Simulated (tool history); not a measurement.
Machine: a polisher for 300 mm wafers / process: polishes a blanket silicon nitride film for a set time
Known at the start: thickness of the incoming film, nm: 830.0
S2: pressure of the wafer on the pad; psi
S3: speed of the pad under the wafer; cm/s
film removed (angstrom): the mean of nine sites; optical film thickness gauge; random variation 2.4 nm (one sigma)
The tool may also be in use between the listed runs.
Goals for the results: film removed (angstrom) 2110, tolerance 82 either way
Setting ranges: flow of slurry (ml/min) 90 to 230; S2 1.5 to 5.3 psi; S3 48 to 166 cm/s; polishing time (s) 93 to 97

Run 1, day 0: flow of slurry (ml/min) 150, S2 3.4 psi, S3 106 cm/s, polishing time (s) 93. Result: film removed (angstrom) 1678.5.
Run 2, day 0.042: flow of slurry (ml/min) 150, S2 4 psi, S3 106 cm/s, polishing time (s) 93. Result: film removed (angstrom) 1902.9.
Run 3, day 0.138: flow of slurry (ml/min) 150, S2 4 psi, S3 106 cm/s, polishing time (s) 93. Result: film removed (angstrom) 1896.7.
Run 4, day 0.483: flow of slurry (ml/min) 150, S2 3.4 psi, S3 106 cm/s, polishing time (s) 93. Result: film removed (angstrom) 1648.3.
Run 5, day 0.771: flow of slurry (ml/min) 155, S2 3.7 psi, S3 106 cm/s, polishing time (s) 93. Result: film removed (angstrom) 1812.4.
Run 6, day 1: flow of slurry (ml/min) 155, S2 3.7 psi, S3 106 cm/s, polishing time (s) 97. Result: film removed (angstrom) 1883.7.
At day 1.188: slurry nozzle cleaned.
Run 7, day 1.188: flow of slurry (ml/min) 160, S2 3.8 psi, S3 106 cm/s, polishing time (s) 97. Result: film removed (angstrom) 1973.2.
Run 8, day 1.371: flow of slurry (ml/min) 165, S2 3.8 psi, S3 106 cm/s, polishing time (s) 97. Result: film removed (angstrom) 1974.9.

4 next moves are on the table. One of them brings every result within its allowed miss. Which?
Run A, day 1.554: flow of slurry (ml/min) 160, S2 3.8 psi, S3 112 cm/s, polishing time (s) 93. Result: film removed (angstrom) ?.
Run B, day 1.554: flow of slurry (ml/min) 160, S2 3.7 psi, S3 116 cm/s, polishing time (s) 97. Result: film removed (angstrom) ?.
Run C, day 1.554: flow of slurry (ml/min) 190, S2 3.7 psi, S3 102 cm/s, polishing time (s) 93. Result: film removed (angstrom) ?.
Run D, day 1.554: flow of slurry (ml/min) 190, S2 3.8 psi, S3 96 cm/s, polishing time (s) 97. Result: film removed (angstrom) ?.

move  film removed (angstrom)
   A                     1965
   B                   2059.4
   C                   1830.8
   D                   1866.2
A: further off than the last run
B: all results land within tolerance of their targets
C: further off than the last run
D: further off than the last run
The move that meets every target is B.
